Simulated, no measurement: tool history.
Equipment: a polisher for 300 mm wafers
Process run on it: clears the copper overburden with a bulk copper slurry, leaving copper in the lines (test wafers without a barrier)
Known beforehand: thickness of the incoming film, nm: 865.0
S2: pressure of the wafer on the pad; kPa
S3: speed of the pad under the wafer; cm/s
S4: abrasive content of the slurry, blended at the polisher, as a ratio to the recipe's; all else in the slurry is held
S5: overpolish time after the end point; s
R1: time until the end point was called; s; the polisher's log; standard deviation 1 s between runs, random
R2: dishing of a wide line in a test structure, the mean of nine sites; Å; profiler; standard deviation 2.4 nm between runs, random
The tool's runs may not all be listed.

{"run": 1, "day": 0.0, "flow of slurry (ml/min)": 315, "S2": 18.6, "S3": 96, "S4": 1, "S5": 22, "R1": 107.4, "R2": 990.37}
{"run": 2, "day": 0.338, "flow of slurry (ml/min)": 315, "S2": 18.6, "S3": 96, "S4": 1, "S5": 28, "R1": 107.68, "R2": 1120.6}
{"run": 3, "day": 0.608, "flow of slurry (ml/min)": 315, "S2": 21.4, "S3": 96, "S4": 1, "S5": 28, "R1": 92.516, "R2": 1265}
{"run": 4, "day": 0.917, "flow of slurry (ml/min)": 315, "S2": 21.4, "S3": 96, "S4": 0.85, "S5": 28, "R1": 94.394, "R2": 1170.4}
{"run": 5, "day": 1.017, "flow of slurry (ml/min)": 315, "S2": 23.4, "S3": 96, "S4": 0.85, "S5": 28, "R1": 88.235, "R2": 1316.3}
{"run": 6, "day": 1.175, "flow of slurry (ml/min)": 315, "S2": 23.4, "S3": 96, "S4": 0.85, "S5": 33, "R1": 88.306, "R2": 1426.9}
{"run": 7, "day": 1.412, "flow of slurry (ml/min)": 315, "S2": 24.1, "S3": 96, "S4": 0.8, "S5": 31, "R1": 86.175, "R2": 1366.9}
{"run": 8, "day": 1.762, "flow of slurry (ml/min)": 315, "S2": 24.8, "S3": 96, "S4": 0.75, "S5": 29, "R1": 82.784, "R2": 1376}

Run 9 has not been measured yet. What should we expect?
{"run": 9, "day": 1.888, "flow of slurry (ml/min)": 315, "S2": 24.8, "S3": 96, "S4": 0.75, "S5": 27, "R1": "?", "R2": "?"}

Run 9 measured R1 83.348 s, R2 1333.2 Å.
